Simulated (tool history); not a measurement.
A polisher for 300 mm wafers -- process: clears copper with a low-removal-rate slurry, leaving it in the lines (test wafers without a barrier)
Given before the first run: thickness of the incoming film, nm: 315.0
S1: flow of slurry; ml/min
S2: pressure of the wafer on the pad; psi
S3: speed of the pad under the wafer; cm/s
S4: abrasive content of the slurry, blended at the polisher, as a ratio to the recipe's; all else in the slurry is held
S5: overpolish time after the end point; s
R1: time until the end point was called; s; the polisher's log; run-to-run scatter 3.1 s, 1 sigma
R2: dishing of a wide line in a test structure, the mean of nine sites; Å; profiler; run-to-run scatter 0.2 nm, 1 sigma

| run | day | S1 | S2 | S3 | S4 | S5 | R1 | R2 |
|---|---|---|---|---|---|---|---|---|
| 1 | 0 | 310 | 3.6 | 106 | 1 | 13 | 113.99 | 308.02 |
| 2 | 0.083 | 310 | 3.1 | 98 | 1 | 10 | 139.33 | 199.16 |
| 3 | 0.45 | 310 | 3.5 | 98 | 1 | 10 | 123.24 | 221.36 |
| 4 | 0.804 | 310 | 3 | 94 | 1 | 8 | 150.1 | 151.53 |
| 5 | 1.138 | 310 | 3.5 | 94 | 1 | 8 | 127.44 | 180.83 |
| 6 | 1.162 | 310 | 3.5 | 94 | 1 | 4 | 125.32 | 93.138 |
| 7 | 1.254 | 310 | 3.5 | 94 | 1 | 4 | 128.58 | 96.312 |
|  | 1.421 | worn pad replaced by a new one |
| 8 | 1.421 | 310 | 3 | 92 | 1 | 4 | 138.38 | 83.273 |
| 9 | 1.788 | 310 | 2.6 | 86 | 1 | 5 | 172.45 | 83.787 |
| 10 | 2.033 | 310 | 2.6 | 86 | 1 | 5 | 172.03 | 82.541 |
| 11 | 2.238 | 310 | 2.4 | 86 | 1 | 6 | 181.16 | 93.3 |

Estimate the outcome of run 12 from the log above:
| 12 | 2.538 | 310 | 2.2 | 86 | 1 | 6 | ? | ? |

R1: 199.01 s
R2: 85.763 Å

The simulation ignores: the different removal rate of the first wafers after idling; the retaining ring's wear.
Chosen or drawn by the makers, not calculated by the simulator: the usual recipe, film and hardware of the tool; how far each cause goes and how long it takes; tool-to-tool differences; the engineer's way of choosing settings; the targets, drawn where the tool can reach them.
